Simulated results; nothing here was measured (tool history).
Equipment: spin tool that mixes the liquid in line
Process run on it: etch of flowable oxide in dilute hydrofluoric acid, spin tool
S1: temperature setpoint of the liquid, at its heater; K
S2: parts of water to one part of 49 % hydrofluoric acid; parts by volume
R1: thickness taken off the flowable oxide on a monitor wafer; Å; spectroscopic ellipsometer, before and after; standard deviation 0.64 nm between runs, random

Run 1, hour 0.0: S1 295.15 K, S2 45 parts by volume, time under the liquid (s) 135. Result: R1 869.05 Å.
Run 2, hour 8.3: S1 293.15 K, S2 45 parts by volume, time under the liquid (s) 135. Result: R1 804.80 Å.
Run 3, hour 16.5: S1 296.65 K, S2 40 parts by volume, time under the liquid (s) 135. Result: R1 1055.80 Å.
Run 4, hour 17.2: S1 296.65 K, S2 40 parts by volume, time under the liquid (s) 135. Result: R1 1062.00 Å.
Run 5, hour 22.7: S1 298.65 K, S2 35 parts by volume, time under the liquid (s) 135. Result: R1 1321.50 Å.
Run 6, hour 30.9: S1 295.65 K, S2 35 parts by volume, time under the liquid (s) 135. Result: R1 1167.80 Å.
Run 7, hour 35.9: S1 299.65 K, S2 25 parts by volume, time under the liquid (s) 135. Result: R1 1944.60 Å.

What will run 8 give?
Run 8, hour 41.3: S1 299.15 K, S2 25 parts by volume, time under the liquid (s) 135. Result: R1 ?.

Run 8 gave R1 1910.10 Å.
